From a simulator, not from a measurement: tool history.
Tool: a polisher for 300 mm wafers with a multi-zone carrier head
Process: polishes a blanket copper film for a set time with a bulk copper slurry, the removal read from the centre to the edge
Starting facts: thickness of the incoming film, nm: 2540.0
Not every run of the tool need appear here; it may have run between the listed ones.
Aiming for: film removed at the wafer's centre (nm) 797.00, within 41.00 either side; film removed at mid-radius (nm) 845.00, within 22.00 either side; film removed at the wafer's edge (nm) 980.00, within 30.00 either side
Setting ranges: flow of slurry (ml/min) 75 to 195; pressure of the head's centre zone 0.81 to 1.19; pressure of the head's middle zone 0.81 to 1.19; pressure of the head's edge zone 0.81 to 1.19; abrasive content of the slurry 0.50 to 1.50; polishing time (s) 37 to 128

run  hour  flow of slurry (ml/min)  pressure of the head's centre zone  pressure of the head's middle zone  pressure of the head's edge zone  abrasive content of the slurry  polishing time (s)  film removed at the wafer's centre (nm)  film removed at mid-radius (nm)  film removed at the wafer's edge (nm)
  1   0.0                      125                                1.00                                1.00                              1.00                            1.00                  82                                   655.03                           660.86                                 642.42
  2   3.4                      145                                1.00                                1.00                              1.00                            1.00                  82                                   680.84                           677.41                                 662.56
  3  10.8                      145                                1.00                                1.00                              1.00                            0.85                  82                                   659.53                           663.93                                 655.67
  4  19.4                      165                                1.00                                1.00                              1.00                            0.85                  82                                   682.57                           685.46                                 666.64
  5  22.2                      165                                1.00                                1.00                              1.00                            0.85                  99                                   848.77                           818.39                                 790.26
  6  30.8                      150                                1.00                                1.00                              1.00                            0.85                  99                                   810.75                           821.40                                 783.94
  7  34.0                      150                                0.96                                0.98                              1.04                            0.90                 101                                   792.69                           824.52                                 819.24
  8  37.7                      155                                0.94                                0.96                              1.07                            0.95                 102                                   795.15                           816.07                                 862.86
  9  38.3                      160                                0.93                                0.96                              1.09                            0.95                 102                                   806.66                           830.02                                 868.18
 10  42.6                      160                                0.91                                0.95                              1.11                            1.00                 103                                   799.96                           837.24                                 888.66
 11  46.1                      160                                0.90                                0.94                              1.13                            1.05                 104                                   806.07                           844.41                                 926.43

Next run, 5 choices. One meets every target within its allowed miss, the rest don't. Which?
  A  49.6                      170                                0.90                                1.01                              1.06                            1.15                  99                                        ?                                ?                                      ?
  B  49.6                      155                                0.92                                0.97                              1.11                            1.00                 106                                        ?                                ?                                      ?
  C  49.6                      170                                0.84                                0.86                              1.15                            1.00                 109                                        ?                                ?                                      ?
  D  49.6                      150                                0.95                                0.94                              1.10                            1.25                  98                                        ?                                ?                                      ?
  E  49.6                      170                                0.89                                0.98                              1.08                            1.00                 100                                        ?                                ?                                      ?

move  film removed at the wafer's centre (nm)  film removed at mid-radius (nm)  film removed at the wafer's edge (nm)
   A                                   788.10                           873.27                                 870.89
   B                                   831.17                           877.19                                 925.93
   C                                   793.35                           843.73                                 982.04
   D                                   813.09                           813.36                                 875.51
   E                                   772.11                           847.13                                 871.43
A: misses by more than the last run did
B: just as far off the targets as the last run
C: all results land within tolerance of their targets
D: misses by more than the last run did
E: misses by more than the last run did
Answer: C
